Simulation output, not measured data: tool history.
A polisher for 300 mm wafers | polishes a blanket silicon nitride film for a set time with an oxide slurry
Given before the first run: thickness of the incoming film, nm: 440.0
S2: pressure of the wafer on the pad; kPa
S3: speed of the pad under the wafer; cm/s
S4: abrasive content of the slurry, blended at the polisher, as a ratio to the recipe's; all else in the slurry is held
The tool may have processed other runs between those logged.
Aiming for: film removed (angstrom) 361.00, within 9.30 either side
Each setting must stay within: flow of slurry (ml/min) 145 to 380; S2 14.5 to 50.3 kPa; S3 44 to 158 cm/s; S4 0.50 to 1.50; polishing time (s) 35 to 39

run 1 hour=0.0 | flow_of_slurry_(ml/min)=245 S2=32.4 S3=100 S4=1.00 polishing_time_(s)=39 | film_removed_(angstrom)=255.47
run 2 hour=2.3 | flow_of_slurry_(ml/min)=245 S2=32.4 S3=100 S4=1.10 polishing_time_(s)=39 | film_removed_(angstrom)=267.06
run 3 hour=6.1 | flow_of_slurry_(ml/min)=245 S2=26.9 S3=100 S4=1.10 polishing_time_(s)=39 | film_removed_(angstrom)=226.47
run 4 hour=14.4 | flow_of_slurry_(ml/min)=250 S2=30.3 S3=100 S4=1.10 polishing_time_(s)=39 | film_removed_(angstrom)=254.75
run 5 hour=17.8 | flow_of_slurry_(ml/min)=265 S2=32.4 S3=100 S4=1.10 polishing_time_(s)=39 | film_removed_(angstrom)=273.69
run 6 hour=23.4 | flow_of_slurry_(ml/min)=265 S2=32.4 S3=100 S4=1.10 polishing_time_(s)=35 | film_removed_(angstrom)=246.08
run 7 hour=27.5 | flow_of_slurry_(ml/min)=265 S2=35.2 S3=100 S4=1.10 polishing_time_(s)=35 | film_removed_(angstrom)=263.30
run 8 hour=35.1 | flow_of_slurry_(ml/min)=265 S2=37.9 S3=100 S4=1.10 polishing_time_(s)=35 | film_removed_(angstrom)=287.65
run 9 hour=38.7 | flow_of_slurry_(ml/min)=265 S2=40.0 S3=100 S4=1.10 polishing_time_(s)=35 | film_removed_(angstrom)=303.33
run 10 hour=46.9 | flow_of_slurry_(ml/min)=265 S2=41.4 S3=100 S4=1.10 polishing_time_(s)=35 | film_removed_(angstrom)=311.44
run 11 hour=53.9 | flow_of_slurry_(ml/min)=270 S2=42.7 S3=100 S4=1.10 polishing_time_(s)=35 | film_removed_(angstrom)=327.07
run 12 hour=55.1 | flow_of_slurry_(ml/min)=270 S2=43.4 S3=100 S4=1.10 polishing_time_(s)=35 | film_removed_(angstrom)=327.40
run 13 hour=61.2 | flow_of_slurry_(ml/min)=270 S2=44.1 S3=100 S4=1.10 polishing_time_(s)=35 | film_removed_(angstrom)=327.76
run 14 hour=67.9 | flow_of_slurry_(ml/min)=270 S2=44.8 S3=100 S4=1.10 polishing_time_(s)=35 | film_removed_(angstrom)=334.64
run 15 hour=76.6 | flow_of_slurry_(ml/min)=270 S2=44.8 S3=100 S4=1.10 polishing_time_(s)=35 | film_removed_(angstrom)=338.89
run 16 hour=78.5 | flow_of_slurry_(ml/min)=270 S2=45.5 S3=100 S4=1.10 polishing_time_(s)=35 | film_removed_(angstrom)=346.04
-- hour=82.7 worn pad replaced by a new one
run 17 hour=82.7 | flow_of_slurry_(ml/min)=285 S2=46.9 S3=100 S4=1.10 polishing_time_(s)=35 | film_removed_(angstrom)=384.41
run 18 hour=90.7 | flow_of_slurry_(ml/min)=245 S2=46.9 S3=100 S4=1.10 polishing_time_(s)=35 | film_removed_(angstrom)=378.09
run 19 hour=98.8 | flow_of_slurry_(ml/min)=250 S2=46.9 S3=100 S4=1.10 polishing_time_(s)=35 | film_removed_(angstrom)=383.29
run 20 hour=102.5 | flow_of_slurry_(ml/min)=255 S2=46.9 S3=100 S4=1.10 polishing_time_(s)=35 | film_removed_(angstrom)=377.22
run 21 hour=106.2 | flow_of_slurry_(ml/min)=255 S2=46.9 S3=100 S4=1.10 polishing_time_(s)=35 | film_removed_(angstrom)=386.77
run 22 hour=107.0 | flow_of_slurry_(ml/min)=265 S2=46.9 S3=100 S4=1.10 polishing_time_(s)=35 | film_removed_(angstrom)=386.91

Consider the 5 candidate settings below. Which is the only one whose results all fall within their allowed miss of target?
run A hour=107.8 | flow_of_slurry_(ml/min)=270 S2=46.2 S3=98 S4=1.15 polishing_time_(s)=37 | film_removed_(angstrom)=?
run B hour=107.8 | flow_of_slurry_(ml/min)=295 S2=45.5 S3=98 S4=1.25 polishing_time_(s)=37 | film_removed_(angstrom)=?
run C hour=107.8 | flow_of_slurry_(ml/min)=250 S2=46.9 S3=96 S4=1.20 polishing_time_(s)=35 | film_removed_(angstrom)=?
run D hour=107.8 | flow_of_slurry_(ml/min)=295 S2=44.1 S3=114 S4=1.15 polishing_time_(s)=36 | film_removed_(angstrom)=?
run E hour=107.8 | flow_of_slurry_(ml/min)=275 S2=44.8 S3=94 S4=1.10 polishing_time_(s)=36 | film_removed_(angstrom)=?

move=A film_removed_(angstrom)=395.91
move=B film_removed_(angstrom)=407.84
move=C film_removed_(angstrom)=377.75
move=D film_removed_(angstrom)=416.51
move=E film_removed_(angstrom)=356.13
A: misses by more than the last run did
B: misses by more than the last run did
C: moves toward the targets from the last run without getting all of them in spec
D: misses by more than the last run did
E: hits every target within its allowed miss
So the answer is move E, the one that meets all the targets.
